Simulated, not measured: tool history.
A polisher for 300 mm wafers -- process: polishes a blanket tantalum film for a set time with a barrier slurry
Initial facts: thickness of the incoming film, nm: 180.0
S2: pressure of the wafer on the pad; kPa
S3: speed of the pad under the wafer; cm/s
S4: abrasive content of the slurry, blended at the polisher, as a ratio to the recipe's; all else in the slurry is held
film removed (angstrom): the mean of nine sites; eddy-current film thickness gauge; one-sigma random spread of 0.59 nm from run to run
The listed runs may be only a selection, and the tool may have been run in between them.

{"run": 1, "hour": 0.0, "flow of slurry (ml/min)": 215, "S2": 12.4, "S3": 76, "S4": 1.0, "polishing time (s)": 76, "film removed (angstrom)": 887.55}
{"run": 2, "hour": 3.9, "flow of slurry (ml/min)": 215, "S2": 12.4, "S3": 76, "S4": 1.0, "polishing time (s)": 76, "film removed (angstrom)": 914.79}
{"run": 3, "hour": 5.1, "flow of slurry (ml/min)": 215, "S2": 12.4, "S3": 76, "S4": 1.0, "polishing time (s)": 76, "film removed (angstrom)": 888.87}
{"run": 4, "hour": 9.1, "flow of slurry (ml/min)": 215, "S2": 14.5, "S3": 76, "S4": 1.0, "polishing time (s)": 76, "film removed (angstrom)": 1013.9}
{"run": 5, "hour": 16.9, "flow of slurry (ml/min)": 215, "S2": 13.1, "S3": 76, "S4": 1.0, "polishing time (s)": 76, "film removed (angstrom)": 938.45}
{"run": 6, "hour": 21.2, "flow of slurry (ml/min)": 215, "S2": 11.7, "S3": 76, "S4": 1.0, "polishing time (s)": 76, "film removed (angstrom)": 831.53}
{"run": 7, "hour": 25.0, "flow of slurry (ml/min)": 215, "S2": 11.0, "S3": 76, "S4": 1.0, "polishing time (s)": 76, "film removed (angstrom)": 798.26}
{"run": 8, "hour": 31.8, "flow of slurry (ml/min)": 215, "S2": 10.3, "S3": 76, "S4": 1.0, "polishing time (s)": 76, "film removed (angstrom)": 759.38}

Expected results for the next run?
{"run": 9, "hour": 33.2, "flow of slurry (ml/min)": 215, "S2": 9.7, "S3": 76, "S4": 1.0, "polishing time (s)": 76, "film removed (angstrom)": "?"}

film removed (angstrom): 697.57

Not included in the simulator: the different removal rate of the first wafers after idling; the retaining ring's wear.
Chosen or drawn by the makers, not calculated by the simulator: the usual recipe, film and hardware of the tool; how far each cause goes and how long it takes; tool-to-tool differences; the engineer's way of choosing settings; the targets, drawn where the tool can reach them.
